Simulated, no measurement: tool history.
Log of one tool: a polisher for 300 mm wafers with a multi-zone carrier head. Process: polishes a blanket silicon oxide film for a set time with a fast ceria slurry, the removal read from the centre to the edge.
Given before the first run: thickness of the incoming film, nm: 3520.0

run,hour,flow of slurry (ml/min),pressure of the head's centre zone,pressure of the head's middle zone,pressure of the head's edge zone,polishing time (s),film removed at the wafer's centre (Å),film removed at mid-radius (Å),film removed at the wafer's edge (Å)
1,0.0,135,1.00,1.00,1.00,53,5397.8,5427.9,5506.8
2,2.4,145,1.00,1.00,1.00,53,5507.6,5511.4,5510.8
3,11.2,140,1.01,1.01,1.02,56,5777.8,5795.0,6001.1
4,15.4,140,1.01,1.06,1.02,56,5835.7,6102.3,5840.3
5,20.2,140,1.01,0.98,1.02,56,5818.5,5764.1,5713.2
6,27.4,140,1.01,0.98,1.02,45,4674.0,4557.0,4721.7

Run 7, settings as shown, results not yet in. Your forecast:
7,34.7,140,1.02,0.98,1.04,50,?,?,?

Run 7 yielded film removed at the wafer's centre (Å) 5316.4, film removed at mid-radius (Å) 5077.9, film removed at the wafer's edge (Å) 5244.5.

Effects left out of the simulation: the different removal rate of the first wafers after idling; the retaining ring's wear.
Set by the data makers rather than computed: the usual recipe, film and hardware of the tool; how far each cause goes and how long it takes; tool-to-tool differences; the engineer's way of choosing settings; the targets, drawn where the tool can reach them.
